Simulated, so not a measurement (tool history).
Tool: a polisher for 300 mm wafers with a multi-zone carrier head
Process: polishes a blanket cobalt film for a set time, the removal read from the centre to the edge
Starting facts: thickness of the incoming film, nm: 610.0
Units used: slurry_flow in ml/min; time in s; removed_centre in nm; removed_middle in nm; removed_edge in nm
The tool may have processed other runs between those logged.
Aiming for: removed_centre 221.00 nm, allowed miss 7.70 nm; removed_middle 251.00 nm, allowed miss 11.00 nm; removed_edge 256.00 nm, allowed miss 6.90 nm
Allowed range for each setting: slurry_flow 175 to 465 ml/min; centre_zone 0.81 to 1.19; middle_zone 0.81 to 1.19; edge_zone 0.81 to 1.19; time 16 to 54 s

run  hour  slurry_flow  centre_zone  middle_zone  edge_zone  time  removed_centre  removed_middle  removed_edge
  1   0.0          295         1.00         1.00       1.00    35          255.50          263.28        261.99
  2   6.8          295         1.00         1.00       1.00    41          303.25          307.19        307.75
  3  10.2          290         0.97         0.98       0.98    40          287.57          291.75        296.99
  4  16.9          285         0.94         0.98       0.97    39          266.90          289.10        288.12
  5  24.9          280         0.92         0.96       0.95    38          257.63          276.10        279.08
  6  32.8          275         0.90         0.95       0.94    38          251.83          267.42        276.08
  7  34.9          275         0.90         0.95       0.94    38          245.23          272.70        277.47
  8  40.0          270         0.89         0.94       0.93    38          241.70          273.41        273.25
  9  42.4          265         0.89         0.93       0.92    38          239.49          273.23        273.46
 10  44.7          265         0.89         0.92       0.92    38          246.36          269.71        272.55
 11  45.2          240         0.81         0.88       0.87    37          214.17          239.99        259.90

5 next moves are on the table. One of them brings every result within its allowed miss. Which?
  A  45.7          270         0.81         0.81       0.92    37               ?               ?             ?
  B  45.7          265         0.89         0.91       0.84    37               ?               ?             ?
  C  45.7          195         0.85         0.92       0.86    38               ?               ?             ?
  D  45.7          200         0.81         0.86       0.81    37               ?               ?             ?
  E  45.7          230         0.81         0.81       0.85    36               ?               ?             ?

move  removed_centre  removed_middle  removed_edge
   A          216.32          239.49        265.15
   B          237.42          258.54        255.23
   C          221.11          255.45        255.40
   D          206.03          238.60        244.12
   E          205.51          228.06        246.11
A: further off than the last run
B: the worst result of the last run now meets its target, but another is out of spec
C: all results land within tolerance of their targets
D: further off than the last run
E: further off than the last run
Correct choice: C, which meets every target

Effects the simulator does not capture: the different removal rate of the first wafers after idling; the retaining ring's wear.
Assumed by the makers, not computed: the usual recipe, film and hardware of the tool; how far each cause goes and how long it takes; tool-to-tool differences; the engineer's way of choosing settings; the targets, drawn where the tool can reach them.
